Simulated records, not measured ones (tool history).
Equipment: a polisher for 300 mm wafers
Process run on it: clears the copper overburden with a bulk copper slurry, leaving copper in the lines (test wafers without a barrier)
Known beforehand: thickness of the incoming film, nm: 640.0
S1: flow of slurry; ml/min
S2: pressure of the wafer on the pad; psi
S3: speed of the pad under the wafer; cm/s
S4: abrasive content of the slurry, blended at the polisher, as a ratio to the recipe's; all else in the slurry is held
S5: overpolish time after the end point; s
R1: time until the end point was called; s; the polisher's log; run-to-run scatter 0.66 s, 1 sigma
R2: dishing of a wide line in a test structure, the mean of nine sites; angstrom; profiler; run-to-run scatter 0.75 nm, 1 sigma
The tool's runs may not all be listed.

run,day,S1,S2,S3,S4,S5,R1,R2
1,0,280,2.4,132,1,26,71.766,415.74
2,0.325,280,2.7,134,1,24,64.019,430.8
3,0.675,320,2.7,134,1,24,64.826,442.11
4,0.746,285,2.9,138,1,21,59.359,421.92
5,0.904,285,3.1,142,1,21,55.292,442.08
# day 1.008: slurry blender recalibrated
6,1.008,285,3.1,142,1.2,21,46.863,450.45

For run 7, what comes out?
7,1.167,275,3.2,144,1.2,19,?,?

R1: 44.851 s
R2: 431.99 angstrom

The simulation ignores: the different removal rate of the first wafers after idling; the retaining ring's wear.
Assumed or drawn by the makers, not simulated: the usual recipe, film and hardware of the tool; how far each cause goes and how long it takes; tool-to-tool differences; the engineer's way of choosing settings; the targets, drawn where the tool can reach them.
